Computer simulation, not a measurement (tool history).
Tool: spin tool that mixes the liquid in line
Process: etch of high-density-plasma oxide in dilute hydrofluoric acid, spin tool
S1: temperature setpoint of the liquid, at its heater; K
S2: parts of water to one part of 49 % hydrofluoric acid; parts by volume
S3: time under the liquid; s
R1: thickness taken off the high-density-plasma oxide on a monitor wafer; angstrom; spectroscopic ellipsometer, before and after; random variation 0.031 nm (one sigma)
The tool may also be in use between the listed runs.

run	day	S1	S2	S3	R1
1	0.000	295.15	90	95	46.593
2	0.054	295.15	90	95	46.059
3	0.200	294.65	90	95	46.680
4	0.371	294.15	90	95	45.303
5	0.488	294.15	90	95	45.646
6	0.788	294.15	90	95	44.545
7	0.896	293.65	90	95	44.559
8	0.929	293.15	90	95	43.059
9	0.992	293.15	90	95	43.219
10	1.292	292.65	90	95	42.264

Forecast run 11:
11	1.450	292.15	90	95	?

{"run 11": {"R1": 41.564}}
